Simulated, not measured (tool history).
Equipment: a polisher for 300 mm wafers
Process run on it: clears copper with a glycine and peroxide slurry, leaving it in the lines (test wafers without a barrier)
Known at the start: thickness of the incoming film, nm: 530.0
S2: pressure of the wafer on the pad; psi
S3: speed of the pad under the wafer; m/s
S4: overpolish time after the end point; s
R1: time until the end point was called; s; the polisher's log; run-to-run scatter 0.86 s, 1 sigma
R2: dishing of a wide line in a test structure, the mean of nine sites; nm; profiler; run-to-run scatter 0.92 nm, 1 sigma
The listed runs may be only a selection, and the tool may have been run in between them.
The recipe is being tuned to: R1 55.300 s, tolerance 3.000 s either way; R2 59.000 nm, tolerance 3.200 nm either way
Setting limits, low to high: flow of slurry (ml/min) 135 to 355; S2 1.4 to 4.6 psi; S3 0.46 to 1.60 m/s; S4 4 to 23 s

run 1 hour=0.0 | flow_of_slurry_(ml/min)=225 S2=3.0 S3=1.02 S4=12 | R1=88.029 R2=52.157
run 2 hour=7.5 | flow_of_slurry_(ml/min)=225 S2=3.0 S3=1.02 S4=10 | R1=88.591 R2=43.303
run 3 hour=9.9 | flow_of_slurry_(ml/min)=225 S2=3.5 S3=1.04 S4=10 | R1=75.606 R2=48.019
run 4 hour=12.9 | flow_of_slurry_(ml/min)=225 S2=4.2 S3=1.04 S4=10 | R1=64.739 R2=57.186
run 5 hour=18.1 | flow_of_slurry_(ml/min)=225 S2=4.3 S3=1.06 S4=10 | R1=61.625 R2=57.372
run 6 hour=25.6 | flow_of_slurry_(ml/min)=225 S2=4.3 S3=1.06 S4=8 | R1=61.702 R2=47.794
run 7 hour=27.6 | flow_of_slurry_(ml/min)=225 S2=4.4 S3=1.08 S4=8 | R1=61.554 R2=50.092
run 8 hour=30.6 | flow_of_slurry_(ml/min)=225 S2=4.5 S3=1.10 S4=8 | R1=55.597 R2=51.755

Below are 5 possible settings for the next run. Only one of them brings all results inside the allowed miss of their targets. Which is it?
run A hour=33.6 | flow_of_slurry_(ml/min)=280 S2=4.6 S3=1.10 S4=9 | R1=? R2=?
run B hour=33.6 | flow_of_slurry_(ml/min)=210 S2=4.6 S3=1.02 S4=10 | R1=? R2=?
run C hour=33.6 | flow_of_slurry_(ml/min)=185 S2=4.5 S3=1.04 S4=10 | R1=? R2=?
run D hour=33.6 | flow_of_slurry_(ml/min)=195 S2=4.6 S3=1.02 S4=10 | R1=? R2=?
run E hour=33.6 | flow_of_slurry_(ml/min)=205 S2=4.3 S3=1.06 S4=10 | R1=? R2=?

move=A R1=55.081 R2=58.890
move=B R1=60.978 R2=59.142
move=C R1=62.257 R2=58.076
move=D R1=61.647 R2=58.614
move=E R1=62.630 R2=57.677
A: every result lands within tolerance
B: the furthest-off result lands on target, but another misses its tolerance
C: the furthest-off result lands on target, but another misses its tolerance
D: the furthest-off result lands on target, but another misses its tolerance
E: the furthest-off result lands on target, but another misses its tolerance
Correct choice: A, which meets every target

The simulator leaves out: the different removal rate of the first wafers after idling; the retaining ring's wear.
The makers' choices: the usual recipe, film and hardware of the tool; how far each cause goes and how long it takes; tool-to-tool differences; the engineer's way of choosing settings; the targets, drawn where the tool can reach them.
